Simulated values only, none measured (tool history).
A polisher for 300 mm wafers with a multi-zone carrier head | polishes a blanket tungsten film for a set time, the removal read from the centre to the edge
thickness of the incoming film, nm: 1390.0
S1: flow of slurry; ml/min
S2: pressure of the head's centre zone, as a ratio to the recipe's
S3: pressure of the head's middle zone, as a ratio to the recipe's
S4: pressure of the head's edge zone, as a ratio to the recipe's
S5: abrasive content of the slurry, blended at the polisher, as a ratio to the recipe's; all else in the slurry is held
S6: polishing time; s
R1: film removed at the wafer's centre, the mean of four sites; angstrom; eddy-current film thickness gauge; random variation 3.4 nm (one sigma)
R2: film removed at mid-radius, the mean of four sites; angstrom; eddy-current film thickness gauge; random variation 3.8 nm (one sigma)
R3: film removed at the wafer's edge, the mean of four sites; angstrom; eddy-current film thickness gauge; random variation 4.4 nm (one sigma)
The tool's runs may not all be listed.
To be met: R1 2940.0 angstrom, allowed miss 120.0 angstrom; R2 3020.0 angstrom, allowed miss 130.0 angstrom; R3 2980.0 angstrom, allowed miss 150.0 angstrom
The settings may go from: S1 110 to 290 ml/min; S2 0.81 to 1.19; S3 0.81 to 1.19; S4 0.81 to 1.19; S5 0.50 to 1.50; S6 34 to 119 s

run  hour   S1    S2    S3    S4    S5  S6      R1      R2      R3
  1   0.0  185  1.00  1.00  1.00  1.00  76  4023.0  3575.6  3471.0
  2   0.9  185  1.00  1.00  1.00  1.10  76  4129.2  3632.0  3729.2
  3   9.4  205  1.00  1.00  1.00  1.10  76  4226.5  3726.6  3731.0
  4  16.1  205  0.95  1.00  1.00  1.10  76  4055.5  3699.8  3777.3
  5  20.4  175  0.95  1.00  1.00  1.10  76  4020.9  3637.9  3748.2
  6  22.3  175  0.95  1.00  1.00  1.20  76  4001.1  3759.7  3791.7
  7  30.5  170  0.93  1.01  1.00  1.15  75  3848.4  3689.1  3710.4
  8  38.8  165  0.91  1.01  1.00  1.10  74  3638.1  3585.8  3659.7
  9  40.1  165  0.90  1.01  0.99  1.05  74  3629.8  3530.6  3440.2
 10  40.8  160  0.89  1.01  1.00  1.00  73  3392.5  3383.4  3489.9
 11  44.8  160  0.88  1.01  0.99  0.95  73  3347.1  3221.1  3295.8
 12  47.3  155  0.87  1.01  0.99  0.95  73  3218.1  3304.4  3361.4
     48.9  -- centre zone pressure recalibrated
 13  48.9  155  0.87  1.01  0.98  0.95  73  2898.5  3285.6  3346.1
 14  52.5  160  0.97  1.02  0.93  0.70  70  2816.4  2850.3  2682.5
 15  61.0  160  0.96  1.02  0.94  0.70  70  2738.8  2854.8  2770.3
 16  61.6  165  0.96  1.02  0.95  0.70  70  2828.8  2909.7  2809.5
 17  63.2  170  0.96  1.02  0.96  0.70  70  2770.0  2862.0  2848.1

5 next moves are on the table. One of them brings every result within its allowed miss. Which?
  A  64.8  195  0.96  1.11  0.99  0.65  66   ?   ?   ?
  B  64.8  210  0.97  0.91  1.05  0.55  88   ?   ?   ?
  C  64.8  195  1.00  0.95  0.92  0.75  73   ?   ?   ?
  D  64.8  215  0.91  0.96  0.87  1.15  62   ?   ?   ?
  E  64.8  125  0.98  0.92  0.99  0.55  85   ?   ?   ?

move      R1      R2      R3
   A  2619.9  2937.4  2613.0
   B  3282.7  3081.3  3337.7
   C  3200.9  3025.9  2973.6
   D  2942.0  3072.1  2906.0
   E  2943.5  2785.8  2965.4
A: further off than the last run
B: takes the result that was furthest off past its target
C: takes the result that was furthest off past its target
D: meets every target
E: brings the result that was furthest off to its target, and leaves another outside
Move D is the one to make.
